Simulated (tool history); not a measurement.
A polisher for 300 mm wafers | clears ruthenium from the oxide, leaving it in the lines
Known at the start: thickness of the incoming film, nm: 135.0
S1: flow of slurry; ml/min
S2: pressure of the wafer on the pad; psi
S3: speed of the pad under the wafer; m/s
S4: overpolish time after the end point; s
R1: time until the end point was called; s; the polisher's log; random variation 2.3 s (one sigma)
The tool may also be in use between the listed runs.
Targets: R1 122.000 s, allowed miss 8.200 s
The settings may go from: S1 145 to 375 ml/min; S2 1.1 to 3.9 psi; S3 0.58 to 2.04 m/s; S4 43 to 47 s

run,hour,S1,S2,S3,S4,R1
1,0.0,240,2.5,1.30,43,66.714
2,8.6,185,2.5,1.30,43,70.906
3,15.4,235,2.5,1.30,43,69.509
4,17.9,235,2.5,1.62,43,58.028
5,23.3,265,2.5,1.62,43,57.023
6,31.9,260,2.1,1.50,43,70.719
7,33.7,255,1.8,1.40,43,87.545
8,41.7,255,1.6,1.38,43,99.003
9,47.7,255,1.5,1.36,43,106.340

4 next moves are on the table. One of them brings every result within its allowed miss. Which?
A,53.7,235,2.0,0.78,47,?
B,53.7,250,1.6,1.42,47,?
C,53.7,225,1.7,1.38,43,?
D,53.7,200,1.8,1.40,47,?

move,R1
A,126.400
B,100.220
C,97.914
D,93.055
A: meets every target
B: further off than the last run
C: further off than the last run
D: further off than the last run
Move A is the one to make.

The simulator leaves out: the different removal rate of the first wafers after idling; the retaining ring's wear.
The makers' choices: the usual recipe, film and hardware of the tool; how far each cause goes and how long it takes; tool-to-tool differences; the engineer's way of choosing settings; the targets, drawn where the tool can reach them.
